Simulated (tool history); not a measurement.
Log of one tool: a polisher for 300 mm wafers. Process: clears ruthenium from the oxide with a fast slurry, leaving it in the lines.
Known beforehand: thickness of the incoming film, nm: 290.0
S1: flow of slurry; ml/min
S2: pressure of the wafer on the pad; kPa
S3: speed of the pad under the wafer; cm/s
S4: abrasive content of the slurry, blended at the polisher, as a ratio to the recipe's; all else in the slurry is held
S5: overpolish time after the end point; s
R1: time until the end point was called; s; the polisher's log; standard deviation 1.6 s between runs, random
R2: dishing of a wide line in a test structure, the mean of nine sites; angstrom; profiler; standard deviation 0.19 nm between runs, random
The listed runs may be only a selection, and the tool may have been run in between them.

Run 1, hour 0.0: S1 290 ml/min, S2 19.3 kPa, S3 92 cm/s, S4 1.0, S5 13 s. Result: R1 84.100 s, R2 342.160 angstrom.
Run 2, hour 0.7: S1 290 ml/min, S2 19.3 kPa, S3 80 cm/s, S4 1.0, S5 13 s. Result: R1 93.838 s, R2 307.020 angstrom.
Run 3, hour 7.1: S1 290 ml/min, S2 19.3 kPa, S3 80 cm/s, S4 1.0, S5 18 s. Result: R1 96.636 s, R2 391.490 angstrom.
Run 4, hour 11.9: S1 290 ml/min, S2 19.3 kPa, S3 80 cm/s, S4 0.8, S5 18 s. Result: R1 111.860 s, R2 344.240 angstrom.
Run 5, hour 14.5: S1 290 ml/min, S2 19.3 kPa, S3 70 cm/s, S4 0.8, S5 18 s. Result: R1 129.250 s, R2 298.670 angstrom.
Run 6, hour 19.7: S1 295 ml/min, S2 17.9 kPa, S3 70 cm/s, S4 0.8, S5 16 s. Result: R1 136.290 s, R2 268.070 angstrom.
Run 7, hour 27.4: S1 275 ml/min, S2 17.2 kPa, S3 66 cm/s, S4 0.8, S5 14 s. Result: R1 149.420 s, R2 220.780 angstrom.
Run 8, hour 31.5: S1 280 ml/min, S2 16.5 kPa, S3 64 cm/s, S4 0.8, S5 12 s. Result: R1 163.940 s, R2 173.880 angstrom.
Run 9, hour 37.7: S1 280 ml/min, S2 13.8 kPa, S3 64 cm/s, S4 0.8, S5 6 s. Result: R1 188.310 s, R2 77.728 angstrom.

What will run 10 give?
Run 10, hour 41.7: S1 275 ml/min, S2 13.8 kPa, S3 64 cm/s, S4 0.8, S5 6 s. Result: R1 ?, R2 ?.

R1: 190.280 s
R2: 75.450 angstrom

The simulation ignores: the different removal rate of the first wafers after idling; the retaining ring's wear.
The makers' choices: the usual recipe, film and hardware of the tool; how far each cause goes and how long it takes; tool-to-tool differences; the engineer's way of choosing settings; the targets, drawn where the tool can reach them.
